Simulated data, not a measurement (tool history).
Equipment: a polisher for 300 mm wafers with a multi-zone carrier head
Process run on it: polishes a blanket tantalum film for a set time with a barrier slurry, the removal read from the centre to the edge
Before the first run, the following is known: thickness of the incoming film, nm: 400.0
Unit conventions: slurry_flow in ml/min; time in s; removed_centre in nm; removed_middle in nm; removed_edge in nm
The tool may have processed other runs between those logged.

run  hour  slurry_flow  centre_zone  middle_zone  edge_zone  slurry_solids  time  removed_centre  removed_middle  removed_edge
  1     0          135            1            1          1              1    59           96.23          98.243         98.72
  2   1.7          135            1            1          1              1    67          110.17             112        111.73
  3   9.1          135         1.01            1       0.98           0.95    64          103.84          104.29        104.72
  4  16.8          135         1.02         1.01       0.96            0.9    61          98.798          99.289         96.42
  5  19.1          135         1.02         1.04       0.96            0.9    61          98.434          103.14        96.305
  6  27.8          135         1.02         1.09       0.96            0.9    61          98.983          107.03        97.203
  7  31.7          135         1.02         1.09       0.96            0.9    61          99.201          105.08        95.588
  8  34.4          135         1.03         1.08       0.95           0.85    59          93.747           98.81        92.176
  9  35.7          135         1.04         1.08       0.93            0.8    57          90.741          93.732        87.147
 10    44          120         1.06         1.05       0.83           0.55    44          59.195          60.025        53.657
 11  48.4          120         1.06         1.05       0.83           0.55    44          58.729          59.027        53.759
 12  51.7          130         1.06         1.05       0.84           0.55    44            59.6          59.495        54.381

Run 13 has not been measured yet. What should we expect?
 13  52.7          135         1.07         1.06       0.86           0.55    44               ?               ?             ?

Logged for run 13: removed_centre 60.546 nm, removed_middle 61.941 nm, removed_edge 55.342 nm.
